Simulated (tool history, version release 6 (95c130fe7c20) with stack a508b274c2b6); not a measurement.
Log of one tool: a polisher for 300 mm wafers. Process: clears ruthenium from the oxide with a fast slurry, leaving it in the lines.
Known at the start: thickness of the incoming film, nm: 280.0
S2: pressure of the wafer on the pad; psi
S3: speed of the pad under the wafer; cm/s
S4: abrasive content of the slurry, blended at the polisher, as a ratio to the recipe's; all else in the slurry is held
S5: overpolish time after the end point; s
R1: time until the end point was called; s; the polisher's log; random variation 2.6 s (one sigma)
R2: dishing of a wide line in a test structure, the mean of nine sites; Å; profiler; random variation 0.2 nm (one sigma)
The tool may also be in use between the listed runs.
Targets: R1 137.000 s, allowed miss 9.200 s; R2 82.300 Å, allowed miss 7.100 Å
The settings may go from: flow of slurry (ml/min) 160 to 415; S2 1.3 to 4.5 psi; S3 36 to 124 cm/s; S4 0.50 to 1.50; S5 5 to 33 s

run 1 hour=0.0 | flow_of_slurry_(ml/min)=265 S2=2.9 S3=80 S4=1.00 S5=17 | R1=64.553 R2=502.250
run 2 hour=4.6 | flow_of_slurry_(ml/min)=265 S2=2.9 S3=80 S4=1.00 S5=21 | R1=66.608 R2=578.310
run 3 hour=11.8 | flow_of_slurry_(ml/min)=265 S2=2.9 S3=66 S4=1.00 S5=21 | R1=77.819 R2=526.790
run 4 hour=13.5 | flow_of_slurry_(ml/min)=235 S2=2.4 S3=66 S4=0.85 S5=16 | R1=101.180 R2=334.480
run 5 hour=21.7 | flow_of_slurry_(ml/min)=215 S2=2.1 S3=68 S4=0.75 S5=13 | R1=125.680 R2=219.270
run 6 hour=27.4 | flow_of_slurry_(ml/min)=215 S2=1.5 S3=68 S4=0.75 S5=13 | R1=164.920 R2=173.490
run 7 hour=34.9 | flow_of_slurry_(ml/min)=200 S2=1.4 S3=76 S4=0.70 S5=11 | R1=171.180 R2=145.310
run 8 hour=38.0 | flow_of_slurry_(ml/min)=190 S2=1.4 S3=88 S4=0.65 S5=9 | R1=154.360 R2=126.620
run 9 hour=43.1 | flow_of_slurry_(ml/min)=180 S2=1.4 S3=96 S4=0.60 S5=8 | R1=154.620 R2=117.820
run 10 hour=45.9 | flow_of_slurry_(ml/min)=180 S2=1.4 S3=96 S4=0.60 S5=8 | R1=150.720 R2=115.500
run 11 hour=52.5 | flow_of_slurry_(ml/min)=175 S2=1.4 S3=102 S4=0.55 S5=7 | R1=150.710 R2=102.840
run 12 hour=56.1 | flow_of_slurry_(ml/min)=170 S2=1.4 S3=108 S4=0.55 S5=6 | R1=141.230 R2=90.393
run 13 hour=57.0 | flow_of_slurry_(ml/min)=170 S2=1.4 S3=110 S4=0.55 S5=6 | R1=141.070 R2=99.600
run 14 hour=60.6 | flow_of_slurry_(ml/min)=220 S2=1.7 S3=88 S4=0.80 S5=5 | R1=108.170 R2=98.683
run 15 hour=68.4 | flow_of_slurry_(ml/min)=230 S2=1.6 S3=84 S4=0.80 S5=5 | R1=124.210 R2=91.424

5 next moves are on the table. One of them brings every result within its allowed miss. Which?
run A hour=76.2 | flow_of_slurry_(ml/min)=225 S2=1.6 S3=84 S4=0.70 S5=5 | R1=? R2=?
run B hour=76.2 | flow_of_slurry_(ml/min)=185 S2=1.4 S3=86 S4=0.95 S5=6 | R1=? R2=?
run C hour=76.2 | flow_of_slurry_(ml/min)=225 S2=1.8 S3=80 S4=0.85 S5=5 | R1=? R2=?
run D hour=76.2 | flow_of_slurry_(ml/min)=190 S2=1.3 S3=102 S4=0.90 S5=5 | R1=? R2=?
run E hour=76.2 | flow_of_slurry_(ml/min)=165 S2=2.5 S3=64 S4=0.75 S5=5 | R1=? R2=?

move=A R1=136.850 R2=83.655
move=B R1=131.540 R2=103.710
move=C R1=114.850 R2=99.139
move=D R1=123.370 R2=92.512
move=E R1=113.540 R2=100.250
A: meets every target
B: brings the result that was furthest off to its target, and leaves another outside
C: further off than the last run
D: further off than the last run
E: further off than the last run
Move A is the one to make.

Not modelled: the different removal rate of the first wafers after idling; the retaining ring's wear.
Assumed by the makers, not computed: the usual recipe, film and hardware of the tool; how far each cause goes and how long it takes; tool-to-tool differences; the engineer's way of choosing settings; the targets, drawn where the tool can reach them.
